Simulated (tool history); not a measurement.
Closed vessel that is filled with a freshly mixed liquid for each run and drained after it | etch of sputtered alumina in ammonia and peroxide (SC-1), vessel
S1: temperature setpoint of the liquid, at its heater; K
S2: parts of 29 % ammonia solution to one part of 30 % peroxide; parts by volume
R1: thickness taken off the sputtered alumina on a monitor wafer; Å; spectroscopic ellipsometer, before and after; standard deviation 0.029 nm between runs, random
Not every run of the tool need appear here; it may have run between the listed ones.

run 1 hour=0.0 | S1=320.15 S2=0.85 time_in_the_liquid_(s)=310 | R1=87.213
run 2 hour=0.6 | S1=320.15 S2=0.85 time_in_the_liquid_(s)=310 | R1=87.999
run 3 hour=1.8 | S1=314.15 S2=0.85 time_in_the_liquid_(s)=310 | R1=62.659
run 4 hour=6.3 | S1=313.15 S2=0.65 time_in_the_liquid_(s)=310 | R1=56.963
run 5 hour=7.8 | S1=312.65 S2=0.60 time_in_the_liquid_(s)=310 | R1=55.711
run 6 hour=14.4 | S1=312.65 S2=0.60 time_in_the_liquid_(s)=310 | R1=55.363
run 7 hour=23.0 | S1=312.15 S2=0.50 time_in_the_liquid_(s)=310 | R1=52.226

Run 8 has not been measured yet. What should we expect?
run 8 hour=31.6 | S1=311.65 S2=0.50 time_in_the_liquid_(s)=310 | R1=?

Run 8 measured R1 51.074 Å.
